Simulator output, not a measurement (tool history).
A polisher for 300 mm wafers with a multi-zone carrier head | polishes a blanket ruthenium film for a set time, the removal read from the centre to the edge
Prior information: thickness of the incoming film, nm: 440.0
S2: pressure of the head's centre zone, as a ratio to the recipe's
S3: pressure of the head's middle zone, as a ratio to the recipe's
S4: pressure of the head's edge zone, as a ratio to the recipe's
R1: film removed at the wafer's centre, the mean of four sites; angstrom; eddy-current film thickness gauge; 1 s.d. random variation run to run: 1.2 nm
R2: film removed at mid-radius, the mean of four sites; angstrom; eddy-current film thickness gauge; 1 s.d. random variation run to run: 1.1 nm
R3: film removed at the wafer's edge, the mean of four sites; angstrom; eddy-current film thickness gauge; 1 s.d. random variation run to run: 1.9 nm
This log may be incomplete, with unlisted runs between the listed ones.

run 1 hour=0 | flow_of_slurry_(ml/min)=170 S2=1 S3=1 S4=1 polishing_time_(s)=61 | R1=930.79 R2=950.18 R3=952.5
run 2 hour=4.3 | flow_of_slurry_(ml/min)=135 S2=1 S3=1 S4=1 polishing_time_(s)=61 | R1=866.27 R2=894.54 R3=909.94
run 3 hour=5.1 | flow_of_slurry_(ml/min)=110 S2=1 S3=1 S4=1 polishing_time_(s)=61 | R1=822.03 R2=853.61 R3=886.87
run 4 hour=10.8 | flow_of_slurry_(ml/min)=110 S2=0.96 S3=1 S4=1 polishing_time_(s)=61 | R1=809.97 R2=855.23 R3=847.01
run 5 hour=14.8 | flow_of_slurry_(ml/min)=130 S2=0.99 S3=1 S4=1 polishing_time_(s)=62 | R1=879.66 R2=910.38 R3=938.06
run 6 hour=22 | flow_of_slurry_(ml/min)=130 S2=1.04 S3=1 S4=1 polishing_time_(s)=62 | R1=919.88 R2=907.36 R3=942.31
run 7 hour=26.3 | flow_of_slurry_(ml/min)=145 S2=1.05 S3=1 S4=1.03 polishing_time_(s)=63 | R1=956.24 R2=936.52 R3=927.73
run 8 hour=31.9 | flow_of_slurry_(ml/min)=155 S2=1.05 S3=0.99 S4=1 polishing_time_(s)=64 | R1=974 R2=958.42 R3=953.28

For run 9, what comes out?
run 9 hour=34.4 | flow_of_slurry_(ml/min)=150 S2=1.04 S3=0.96 S4=1.03 polishing_time_(s)=68 | R1=? R2=? R3=?

Run 9 gave R1 1042.4 angstrom, R2 992.85 angstrom, R3 1025.8 angstrom.

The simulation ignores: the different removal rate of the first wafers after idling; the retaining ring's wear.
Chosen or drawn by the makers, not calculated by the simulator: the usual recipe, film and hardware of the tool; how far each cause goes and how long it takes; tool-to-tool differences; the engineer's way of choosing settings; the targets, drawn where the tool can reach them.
